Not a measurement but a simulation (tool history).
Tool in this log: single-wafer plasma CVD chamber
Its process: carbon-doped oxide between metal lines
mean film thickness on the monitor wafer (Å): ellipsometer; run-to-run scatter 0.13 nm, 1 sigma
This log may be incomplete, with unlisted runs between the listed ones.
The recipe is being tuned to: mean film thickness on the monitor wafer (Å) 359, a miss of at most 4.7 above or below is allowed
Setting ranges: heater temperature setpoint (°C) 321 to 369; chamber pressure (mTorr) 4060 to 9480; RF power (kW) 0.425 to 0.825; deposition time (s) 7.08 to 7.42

run  hour  heater temperature setpoint (°C)  chamber pressure (mTorr)  RF power (kW)  deposition time (s)  mean film thickness on the monitor wafer (Å)
  1     0                               345                      6770          0.625                 7.42                                        478.62
  2   1.9                               345                      6770          0.715                 7.42                                        530.14
  3   5.5                               350                      6430           0.63                 7.39                                        472.25
  4  10.1                               350                      6430           0.55                 7.39                                        418.16
  5  15.6                               350                      7030           0.55                 7.39                                        421.08
  6  17.4                               350                      7030           0.55                 7.42                                        421.37
  7  19.6                               354                      7020          0.525                 7.41                                        399.32
  8  25.5                               358                      7000          0.515                 7.41                                        388.56
  9  26.8                               361                      6970          0.505                 7.41                                        376.05
 10  29.7                               361                      6970          0.505                 7.41                                        378.45
 11  33.9                               363                      6940            0.5                 7.41                                        371.84
 12  36.9                               363                      6940            0.5                 7.41                                        372.55

Which one of the following 4 next-run settings gets every result inside its allowed miss? There is exactly one.
  A  39.9                               353                      7160            0.5                 7.42                                             ?
  B  39.9                               351                      6450            0.5                 7.31                                             ?
  C  39.9                               345                      5120          0.525                 7.42                                             ?
  D  39.9                               369                      7490           0.51                 7.08                                             ?

move  mean film thickness on the monitor wafer (Å)
   A                                        380.25
   B                                        373.68
   C                                        393.04
   D                                        358.51
A: lands further from the targets than the last run did
B: lands further from the targets than the last run did
C: lands further from the targets than the last run did
D: all results land within tolerance of their targets
D is the move that brings every result within its allowed miss.
